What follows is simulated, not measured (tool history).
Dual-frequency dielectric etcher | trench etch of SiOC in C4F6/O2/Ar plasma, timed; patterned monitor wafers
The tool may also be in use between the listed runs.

run,hour,source power (W),bias power (W),etch time (s),mean etch depth across the wafer (nm)
1,0.0,450,171,13,26.964
2,5.7,480,173,13,28.276
3,11.0,480,190,13,29.141
4,14.2,480,190,12,26.655
5,17.7,510,192,12,27.955
6,24.8,510,203,12,28.417
7,27.5,530,204,12,29.110

Run 8 comes next. What will it give?
8,31.2,540,205,12,?

{"run 8": {"mean etch depth across the wafer (nm)": 29.371}}
